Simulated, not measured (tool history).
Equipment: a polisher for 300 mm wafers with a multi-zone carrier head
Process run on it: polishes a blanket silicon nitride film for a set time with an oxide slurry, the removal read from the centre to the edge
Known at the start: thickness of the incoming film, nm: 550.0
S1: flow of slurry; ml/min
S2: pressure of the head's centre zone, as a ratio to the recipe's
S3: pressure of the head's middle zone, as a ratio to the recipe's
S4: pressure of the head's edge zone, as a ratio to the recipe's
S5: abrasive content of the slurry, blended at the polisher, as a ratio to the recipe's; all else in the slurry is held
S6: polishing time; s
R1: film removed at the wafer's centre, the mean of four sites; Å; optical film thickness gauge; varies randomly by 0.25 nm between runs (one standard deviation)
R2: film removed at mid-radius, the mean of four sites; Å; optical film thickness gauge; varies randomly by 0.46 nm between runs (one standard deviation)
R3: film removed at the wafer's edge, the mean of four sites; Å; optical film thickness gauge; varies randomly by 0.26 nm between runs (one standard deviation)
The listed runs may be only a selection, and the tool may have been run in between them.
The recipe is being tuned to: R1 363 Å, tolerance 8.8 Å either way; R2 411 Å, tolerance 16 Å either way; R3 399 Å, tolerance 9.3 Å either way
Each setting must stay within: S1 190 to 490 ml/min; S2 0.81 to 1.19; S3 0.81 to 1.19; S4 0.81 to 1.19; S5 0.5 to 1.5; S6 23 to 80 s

run,hour,S1,S2,S3,S4,S5,S6,R1,R2,R3
1,0,315,1,1,1,1,51,457.53,449.44,444.64
2,1.2,305,0.97,0.99,0.98,1,51,445,442.73,432.86
3,1.8,305,0.97,1.04,0.98,1,51,435.84,450.99,429.46
4,3.4,305,0.97,1.04,0.98,1.2,51,471.63,482.43,468.72
5,10.1,305,0.97,0.95,0.98,1.2,51,472.15,459.91,463.25
6,17.9,295,0.94,0.95,0.97,1.15,51,445.03,448.48,454.66
7,25.8,290,0.92,0.95,0.94,1.15,51,431.34,442.23,444.97
8,31.9,285,0.9,0.95,0.92,1.15,51,422.42,446.23,439.54
9,36.8,280,0.88,0.94,0.9,1.15,51,414,443.25,431.81
10,42.5,270,0.87,0.93,0.89,1.15,51,408.14,431.73,425.7
11,46.7,265,0.86,0.93,0.89,1.15,51,397.77,435.04,431.45
12,51.9,260,0.85,0.93,0.88,1.15,51,394.42,434.58,430.69
13,57.7,260,0.84,0.93,0.87,1.15,51,392.83,430.06,426.8
14,59.2,255,0.83,0.93,0.86,1.15,51,386.06,437.91,427.32
15,63.3,255,0.83,0.93,0.85,1.15,51,379.56,431.16,421.8
16,65.2,255,0.83,0.93,0.84,1.15,51,385.74,421.88,415.55
17,69.7,250,0.83,0.93,0.84,1.15,51,386.86,435.36,419.13
18,71.4,245,0.82,0.92,0.83,1.1,51,376.28,412.33,408.5
19,75.8,245,0.82,0.93,0.83,1.1,51,372.1,411.56,410.8
20,84.5,250,0.82,0.94,0.83,1.1,51,374.73,424.85,413

5 next moves are on the table. One of them brings every result within its allowed miss. Which?
A,93.2,270,0.81,0.91,0.81,0.7,59,?,?,?
B,93.2,190,0.85,0.92,0.81,1.15,51,?,?,?
C,93.2,235,0.84,0.97,0.81,1.15,48,?,?,?
D,93.2,260,0.81,1.1,0.83,1.3,44,?,?,?
E,93.2,205,0.84,0.85,0.87,0.95,53,?,?,?

move,R1,R2,R3
A,362.11,404.08,397.59
B,374.43,404.1,399.47
C,362.43,411.87,385.69
D,339.86,444.73,376.34
E,363.64,371.54,403.68
A: all results land within tolerance of their targets
B: meets the target for the result that was furthest off, but another lies outside its allowed miss
C: carries the result that was furthest off beyond its target, to the other side
D: carries the result that was furthest off beyond its target, to the other side
E: meets the target for the result that was furthest off, but another lies outside its allowed miss
A meets every target.
